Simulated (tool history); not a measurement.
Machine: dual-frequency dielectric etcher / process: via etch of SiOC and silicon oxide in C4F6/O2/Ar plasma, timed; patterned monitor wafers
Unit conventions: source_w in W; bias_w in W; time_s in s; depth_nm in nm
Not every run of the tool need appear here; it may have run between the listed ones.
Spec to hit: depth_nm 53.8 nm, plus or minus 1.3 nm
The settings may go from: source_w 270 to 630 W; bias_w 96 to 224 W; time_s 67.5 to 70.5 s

run 1 hour=0 | source_w=450 bias_w=160 time_s=67.5 | depth_nm=69.031
run 2 hour=1 | source_w=450 bias_w=160 time_s=67.5 | depth_nm=69.244
run 3 hour=9.1 | source_w=450 bias_w=160 time_s=70.5 | depth_nm=72.071
run 4 hour=11.9 | source_w=400 bias_w=142 time_s=69.5 | depth_nm=64.842
run 5 hour=19.3 | source_w=400 bias_w=142 time_s=70.5 | depth_nm=65.742
run 6 hour=23.6 | source_w=370 bias_w=133 time_s=70 | depth_nm=61.154
run 7 hour=28.7 | source_w=340 bias_w=130 time_s=70 | depth_nm=58.532
run 8 hour=29.9 | source_w=320 bias_w=129 time_s=70 | depth_nm=56.802
run 9 hour=33.6 | source_w=310 bias_w=128 time_s=70 | depth_nm=55.673
run 10 hour=35.2 | source_w=280 bias_w=125 time_s=70 | depth_nm=52.315
run 11 hour=43.1 | source_w=280 bias_w=125 time_s=70 | depth_nm=52.407

Which single option among these 4 for the next run brings every result within its allowed miss of target? Just one does.
run A hour=51 | source_w=270 bias_w=118 time_s=70 | depth_nm=?
run B hour=51 | source_w=270 bias_w=132 time_s=68 | depth_nm=?
run C hour=51 | source_w=270 bias_w=143 time_s=70.5 | depth_nm=?
run D hour=51 | source_w=310 bias_w=106 time_s=67.5 | depth_nm=?

move=A depth_nm=50.31
move=B depth_nm=50.52
move=C depth_nm=53.663
move=D depth_nm=50.791
A: its largest miss is bigger than the last run's
B: its largest miss is bigger than the last run's
C: each result inside its tolerance
D: its largest miss is bigger than the last run's
So the answer is move C, the one that meets all the targets.

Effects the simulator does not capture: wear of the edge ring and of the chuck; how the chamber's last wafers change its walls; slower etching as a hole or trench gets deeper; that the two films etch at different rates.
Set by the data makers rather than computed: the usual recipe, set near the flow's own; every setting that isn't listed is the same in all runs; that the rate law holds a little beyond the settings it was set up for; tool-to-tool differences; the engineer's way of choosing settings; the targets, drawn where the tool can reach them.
